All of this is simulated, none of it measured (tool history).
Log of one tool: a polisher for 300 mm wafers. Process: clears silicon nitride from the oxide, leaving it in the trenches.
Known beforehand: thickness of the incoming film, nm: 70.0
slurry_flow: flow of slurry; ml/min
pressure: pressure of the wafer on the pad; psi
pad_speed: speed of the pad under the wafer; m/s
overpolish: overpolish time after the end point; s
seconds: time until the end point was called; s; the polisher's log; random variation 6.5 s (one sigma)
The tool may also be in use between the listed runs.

run,hour,slurry_flow,pressure,pad_speed,overpolish,seconds
1,0.0,275,1.8,0.92,7,156.27
2,8.8,275,1.7,0.88,7,161.36
3,11.0,265,1.6,0.82,7,183.94
4,19.5,305,1.6,0.82,7,186.56
5,25.3,305,1.9,0.82,7,169.42
6,30.5,305,1.8,0.76,7,191.11
7,36.8,305,1.7,0.72,7,205.51
8,39.6,305,1.6,0.68,7,222.66
9,48.7,305,1.5,0.66,7,238.63

What does the tool deliver on the next run?
10,49.3,305,1.4,0.64,7,?

seconds: 254.00 s

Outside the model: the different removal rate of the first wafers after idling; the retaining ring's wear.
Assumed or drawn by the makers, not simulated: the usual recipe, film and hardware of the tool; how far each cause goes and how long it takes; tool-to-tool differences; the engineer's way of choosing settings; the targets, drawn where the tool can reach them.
